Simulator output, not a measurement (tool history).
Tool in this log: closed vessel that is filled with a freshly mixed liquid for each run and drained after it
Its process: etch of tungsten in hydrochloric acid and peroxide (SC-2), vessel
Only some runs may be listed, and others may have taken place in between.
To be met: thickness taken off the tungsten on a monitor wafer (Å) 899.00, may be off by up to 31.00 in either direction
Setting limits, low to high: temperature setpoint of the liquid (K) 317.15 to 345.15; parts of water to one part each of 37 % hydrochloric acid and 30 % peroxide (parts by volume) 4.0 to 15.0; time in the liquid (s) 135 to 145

run,hour,temperature setpoint of the liquid (K),parts of water to one part each of 37 % hydrochloric acid and 30 % peroxide (parts by volume),time in the liquid (s),thickness taken off the tungsten on a monitor wafer (Å)
1,0.0,333.15,8.5,135,522.31
2,3.9,333.15,8.5,135,518.98
3,11.6,337.65,8.5,135,685.96
4,14.1,338.15,8.5,135,701.06
5,15.0,338.15,8.5,145,758.80
6,17.7,338.65,8.5,145,785.60
7,24.8,339.15,8.5,145,803.06
8,31.4,339.65,8.5,145,820.13
9,36.8,340.15,8.5,145,859.40

Which of these 4 next moves meets every target?
A,42.2,341.15,8.5,145,?
B,42.2,342.65,10.5,140,?
C,42.2,344.65,9.0,135,?
D,42.2,337.65,7.5,145,?

move,thickness taken off the tungsten on a monitor wafer (Å)
A,906.15
B,803.60
C,990.78
D,810.56
A: all results land within tolerance of their targets
B: further off than the last run
C: carries the result that was furthest off beyond its target, to the other side
D: further off than the last run
A meets every target.
